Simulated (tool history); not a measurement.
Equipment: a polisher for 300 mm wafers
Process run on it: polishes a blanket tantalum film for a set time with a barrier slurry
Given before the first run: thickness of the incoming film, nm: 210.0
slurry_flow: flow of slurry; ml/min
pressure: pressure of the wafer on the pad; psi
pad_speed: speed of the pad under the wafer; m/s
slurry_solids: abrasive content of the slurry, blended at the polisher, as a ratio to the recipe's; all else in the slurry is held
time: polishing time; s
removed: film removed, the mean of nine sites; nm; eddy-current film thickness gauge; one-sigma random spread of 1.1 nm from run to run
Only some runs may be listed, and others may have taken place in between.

run,hour,slurry_flow,pressure,pad_speed,slurry_solids,time,removed
1,0,210,1.5,1.08,1,74,124.01
2,2.6,210,1.5,1.22,1,74,136.31
3,10.8,210,1.5,1.34,1,74,151.14
4,12.3,210,1.3,1.32,1,74,127.8
5,17,210,1.3,1.32,1.15,74,130.06
6,23.6,170,1.3,1.32,1.15,74,129.28
7,31,170,1.1,1.32,1.15,74,109.63

The next listed run, before its measurement:
8,34.3,170,0.8,1.3,1.15,74,?

Run 8 yielded removed 79.183 nm.
